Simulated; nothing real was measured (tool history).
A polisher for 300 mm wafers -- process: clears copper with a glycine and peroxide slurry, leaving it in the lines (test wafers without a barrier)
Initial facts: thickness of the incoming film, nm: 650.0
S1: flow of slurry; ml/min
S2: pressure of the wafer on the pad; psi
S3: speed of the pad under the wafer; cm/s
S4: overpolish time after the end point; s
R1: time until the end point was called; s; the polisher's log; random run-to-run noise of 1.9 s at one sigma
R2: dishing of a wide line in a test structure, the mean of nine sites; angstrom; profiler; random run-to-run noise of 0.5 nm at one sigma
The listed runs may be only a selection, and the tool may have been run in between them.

run	day	S1	S2	S3	S4	R1	R2
1	0	145	3.4	128	20	80.125	835.65
2	0.146	170	3.4	128	20	77.25	852.6
3	0.467	170	3.1	126	19	83.44	768.42
4	0.529	170	3.1	144	19	73.661	815.51
5	0.767	170	3.1	128	19	83.891	752.45
6	1.033	170	2.9	128	19	86.674	724.66
7	1.283	170	2.7	126	19	95.353	701.53
8	1.404	175	1.7	120	10	147.14	292.34
9	1.471	140	2.3	102	18	136.93	520.57

Predict the results of run 10:
10	1.675	140	2.3	104	18	?	?

{"run 10": {"R1": 130.92, "R2": 506.99}}
